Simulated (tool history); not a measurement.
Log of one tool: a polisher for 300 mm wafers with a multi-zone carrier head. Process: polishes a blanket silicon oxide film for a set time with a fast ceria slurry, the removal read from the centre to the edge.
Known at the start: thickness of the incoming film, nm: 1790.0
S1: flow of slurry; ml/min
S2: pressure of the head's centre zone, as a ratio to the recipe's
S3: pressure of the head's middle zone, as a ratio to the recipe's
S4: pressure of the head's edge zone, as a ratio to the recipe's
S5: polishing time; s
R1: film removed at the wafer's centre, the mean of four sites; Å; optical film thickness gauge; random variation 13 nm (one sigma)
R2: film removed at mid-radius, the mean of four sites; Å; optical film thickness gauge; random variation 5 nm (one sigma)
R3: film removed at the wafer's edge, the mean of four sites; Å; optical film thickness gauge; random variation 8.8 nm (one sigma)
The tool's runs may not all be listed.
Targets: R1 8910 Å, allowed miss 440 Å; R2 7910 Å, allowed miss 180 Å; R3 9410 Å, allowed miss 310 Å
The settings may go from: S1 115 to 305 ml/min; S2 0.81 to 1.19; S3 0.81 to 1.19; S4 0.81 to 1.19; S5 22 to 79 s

run	hour	S1	S2	S3	S4	S5	R1	R2	R3
1	0	195	1	1	1	50	6563.3	6313.2	6722.3
2	1.9	195	1	1	1	61	7993.1	7688.4	8097.6
3	10	195	1	1	1	55	7227.8	6909.9	7319.5
4	13.6	195	1	1.08	1	55	7317.2	7431.8	7259.2
5	18.2	175	1	1.08	1	55	6999.5	7260.3	7271.5
6	26.2	175	1.02	1.05	1.05	58	7503.5	7536.4	7941.2
7	31.5	185	1.04	1.03	1.08	59	7748.7	7568.3	8081.7
8	32.3	170	1.07	0.93	1.18	68	9213.4	7918	9897.6

5 next moves are on the table. One of them brings every result within its allowed miss. Which?
A	33.1	175	1.19	0.92	1.12	66	?	?	?
B	33.1	125	0.92	0.84	1.19	73	?	?	?
C	33.1	170	0.99	0.91	1.19	65	?	?	?
D	33.1	120	1.09	0.99	1.18	68	?	?	?
E	33.1	130	0.97	1.03	1.16	69	?	?	?

move	R1	R2	R3
A	9895.9	7676.6	9248.4
B	7921.4	7453.4	10154
C	8057.9	7466.6	9376.7
D	8685.4	7890.3	9344.9
E	7974.1	8411	9492.5
A: brings the result that was furthest off to its target, and leaves another outside
B: further off than the last run
C: brings the result that was furthest off to its target, and leaves another outside
D: meets every target
E: brings the result that was furthest off to its target, and leaves another outside
Move D is the one to make.
